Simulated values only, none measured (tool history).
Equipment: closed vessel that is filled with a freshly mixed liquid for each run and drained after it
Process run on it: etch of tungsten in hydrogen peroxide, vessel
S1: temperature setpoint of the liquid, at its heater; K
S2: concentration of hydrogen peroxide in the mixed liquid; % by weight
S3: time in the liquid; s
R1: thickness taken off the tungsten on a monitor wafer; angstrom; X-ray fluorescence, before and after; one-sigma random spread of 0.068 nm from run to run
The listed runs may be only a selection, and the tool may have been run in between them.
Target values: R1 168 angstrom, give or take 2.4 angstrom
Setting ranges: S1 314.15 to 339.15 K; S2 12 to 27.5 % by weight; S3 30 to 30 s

| run | hour | S1 | S2 | S3 | R1 |
|---|---|---|---|---|---|
| 1 | 0 | 330.15 | 18.5 | 30 | 363.08 |
| 2 | 7.7 | 324.15 | 18.5 | 30 | 255.23 |
| 3 | 16 | 321.65 | 18.5 | 30 | 218.45 |
| 4 | 20.3 | 320.15 | 18.5 | 30 | 198.74 |
| 5 | 27.2 | 319.15 | 18.5 | 30 | 187.43 |
| 6 | 35.6 | 319.15 | 22 | 30 | 203.66 |
| 7 | 37 | 318.15 | 22 | 30 | 192.07 |
| 8 | 39.6 | 317.15 | 22 | 30 | 179.04 |
| 9 | 45.8 | 316.65 | 22 | 30 | 174.24 |

4 next moves are on the table. One of them brings every result within its allowed miss. Which?
| A | 52 | 314.15 | 25.5 | 30 | ? |
| B | 52 | 316.65 | 20.5 | 30 | ? |
| C | 52 | 318.15 | 20.5 | 30 | ? |
| D | 52 | 315.65 | 22 | 30 | ? |

| move | R1 |
|---|---|
| A | 160.16 |
| B | 168.59 |
| C | 185.4 |
| D | 163.84 |
A: carries the result that was furthest off beyond its target, to the other side
B: hits every target within its allowed miss
C: lands further from the targets than the last run did
D: carries the result that was furthest off beyond its target, to the other side
B is the move that brings every result within its allowed miss.

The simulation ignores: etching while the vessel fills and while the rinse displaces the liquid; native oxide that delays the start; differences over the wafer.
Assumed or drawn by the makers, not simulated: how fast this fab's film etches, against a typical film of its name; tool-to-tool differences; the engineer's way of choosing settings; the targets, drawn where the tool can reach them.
